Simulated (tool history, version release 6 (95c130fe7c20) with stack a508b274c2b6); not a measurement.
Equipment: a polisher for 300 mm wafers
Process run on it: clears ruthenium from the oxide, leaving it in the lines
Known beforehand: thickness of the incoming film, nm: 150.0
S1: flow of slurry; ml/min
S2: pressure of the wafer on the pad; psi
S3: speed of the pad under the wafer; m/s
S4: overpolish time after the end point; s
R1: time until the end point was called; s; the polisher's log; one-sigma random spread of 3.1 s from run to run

run	hour	S1	S2	S3	S4	R1
1	0	165	2.2	1.2	13	113.64
2	1	165	2.2	1.2	10	111.71
3	4.1	165	1.9	1.18	10	122.01
4	12.5	180	1.9	1.18	10	126.06
5	13	180	1.7	1.18	10	137.74
6	15.1	180	1.7	1.4	10	118.76
7	22.2	180	1.5	1.36	10	129.76

What does the tool deliver on the next run?
8	25.7	180	1.4	1.32	10	?

Run 8 measured R1 139.25 s.
